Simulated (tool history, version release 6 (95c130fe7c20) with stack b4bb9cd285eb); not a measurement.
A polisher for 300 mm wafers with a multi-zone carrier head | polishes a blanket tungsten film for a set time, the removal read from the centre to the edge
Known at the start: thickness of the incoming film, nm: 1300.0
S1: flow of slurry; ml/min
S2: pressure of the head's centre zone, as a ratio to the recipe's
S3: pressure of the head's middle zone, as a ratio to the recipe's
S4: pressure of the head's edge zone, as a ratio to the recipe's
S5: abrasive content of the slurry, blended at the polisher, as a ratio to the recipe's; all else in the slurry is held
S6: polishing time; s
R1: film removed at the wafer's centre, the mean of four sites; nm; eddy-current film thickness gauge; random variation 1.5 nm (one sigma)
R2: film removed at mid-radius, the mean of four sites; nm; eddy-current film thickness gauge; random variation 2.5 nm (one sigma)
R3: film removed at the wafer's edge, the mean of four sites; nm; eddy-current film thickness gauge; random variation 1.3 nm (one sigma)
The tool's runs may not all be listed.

run,hour,S1,S2,S3,S4,S5,S6,R1,R2,R3
1,0.0,165,1.00,1.00,1.00,1.00,38,223.04,234.16,232.58
2,5.9,155,0.99,0.99,0.97,0.95,38,212.61,231.36,221.96
3,9.9,145,0.98,0.97,0.95,0.95,38,205.34,219.19,219.19
4,16.7,145,1.05,0.97,0.95,0.95,38,221.40,214.18,221.54
5,24.8,145,1.05,0.94,0.95,0.95,38,224.25,217.93,216.44
6,29.9,140,1.02,0.92,0.92,0.95,38,215.17,213.31,212.62
7,31.9,135,1.00,0.91,0.90,0.95,38,210.80,208.13,211.15

Run 8 comes next. What will it give?
8,34.3,135,0.99,0.92,0.88,0.90,38,?,?,?

{"run 8": {"R1": 202.24, "R2": 205.79, "R3": 206.42}}
